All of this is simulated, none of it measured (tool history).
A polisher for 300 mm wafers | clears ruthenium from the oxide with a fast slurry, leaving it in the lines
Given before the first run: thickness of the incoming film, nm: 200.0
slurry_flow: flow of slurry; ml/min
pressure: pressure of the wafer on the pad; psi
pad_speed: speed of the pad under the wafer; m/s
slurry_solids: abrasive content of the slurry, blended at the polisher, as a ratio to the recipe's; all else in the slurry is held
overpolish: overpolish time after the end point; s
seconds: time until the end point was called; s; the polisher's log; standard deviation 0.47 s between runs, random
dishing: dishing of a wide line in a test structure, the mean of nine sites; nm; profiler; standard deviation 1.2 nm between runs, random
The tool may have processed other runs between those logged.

run 1 hour=0.0 | slurry_flow=240 pressure=3.2 pad_speed=1.28 slurry_solids=1.0 overpolish=23 | seconds=38.227 dishing=79.041
run 2 hour=1.9 | slurry_flow=240 pressure=3.3 pad_speed=1.28 slurry_solids=1.0 overpolish=24 | seconds=36.277 dishing=81.337
run 3 hour=9.7 | slurry_flow=240 pressure=3.3 pad_speed=1.28 slurry_solids=1.0 overpolish=14 | seconds=37.160 dishing=52.972
run 4 hour=14.9 | slurry_flow=240 pressure=3.0 pad_speed=1.28 slurry_solids=1.0 overpolish=14 | seconds=38.839 dishing=51.019
run 5 hour=17.4 | slurry_flow=240 pressure=3.2 pad_speed=1.28 slurry_solids=1.0 overpolish=16 | seconds=38.462 dishing=57.637
-- hour=21.0 head pressure recalibrated
run 6 hour=21.0 | slurry_flow=240 pressure=3.3 pad_speed=1.28 slurry_solids=1.0 overpolish=18 | seconds=34.008 dishing=69.683
run 7 hour=26.1 | slurry_flow=240 pressure=3.3 pad_speed=1.28 slurry_solids=1.0 overpolish=19 | seconds=33.063 dishing=72.901
run 8 hour=27.1 | slurry_flow=240 pressure=3.3 pad_speed=1.28 slurry_solids=1.0 overpolish=20 | seconds=32.317 dishing=74.733
run 9 hour=29.1 | slurry_flow=240 pressure=3.3 pad_speed=1.28 slurry_solids=1.0 overpolish=21 | seconds=33.807 dishing=78.799

The next listed run, before its measurement:
run 10 hour=34.7 | slurry_flow=240 pressure=3.3 pad_speed=1.28 slurry_solids=1.0 overpolish=22 | seconds=? dishing=?

Run 10 came out at seconds 33.077 s, dishing 81.982 nm.
